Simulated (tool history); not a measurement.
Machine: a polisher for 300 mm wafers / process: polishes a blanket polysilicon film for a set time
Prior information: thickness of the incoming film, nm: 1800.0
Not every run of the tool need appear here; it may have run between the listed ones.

run,hour,flow of slurry (ml/min),pressure of the wafer on the pad (psi),speed of the pad under the wafer (m/s),polishing time (s),film removed (angstrom)
1,0.0,150,2.9,0.78,18,1426.8
2,8.1,150,2.9,0.66,18,1199.4
3,9.6,150,3.6,0.66,18,1477.0
4,12.1,170,3.6,0.66,18,1519.1
5,17.0,165,3.2,0.66,18,1378.8
6,18.6,145,3.0,0.66,18,1244.2
7,21.2,140,2.8,0.66,18,1136.4
8,28.2,140,2.8,0.66,18,1145.5
9,36.4,130,2.7,0.66,18,1112.4

Estimate the outcome of run 10 from the log above:
10,42.6,125,2.6,0.66,18,?

{"run 10": {"film removed (angstrom)": 1042.7}}
